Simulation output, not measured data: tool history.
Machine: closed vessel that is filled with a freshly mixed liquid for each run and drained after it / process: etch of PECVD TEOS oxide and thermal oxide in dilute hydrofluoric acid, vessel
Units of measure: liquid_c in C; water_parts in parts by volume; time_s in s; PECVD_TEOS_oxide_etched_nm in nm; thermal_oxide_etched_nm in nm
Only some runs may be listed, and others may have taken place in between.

run,hour,liquid_c,water_parts,time_s,PECVD_TEOS_oxide_etched_nm,thermal_oxide_etched_nm
1,0.0,23.0,70,135,23.002,9.3181
2,2.5,25.0,70,135,24.930,10.1310
3,5.7,23.0,70,135,23.000,9.3713
4,10.4,23.0,60,135,27.224,11.0500
5,12.3,23.0,60,100,20.276,8.1569
6,14.9,21.5,60,100,18.850,7.6954
7,19.0,20.5,60,100,18.122,7.3762
8,26.7,19.5,60,100,17.326,7.1316

Run 9 is up next; what results do you expect?
9,34.1,19.0,60,100,?,?

For run 9 the tool returned PECVD_TEOS_oxide_etched_nm 17.011 nm, thermal_oxide_etched_nm 6.9491 nm.
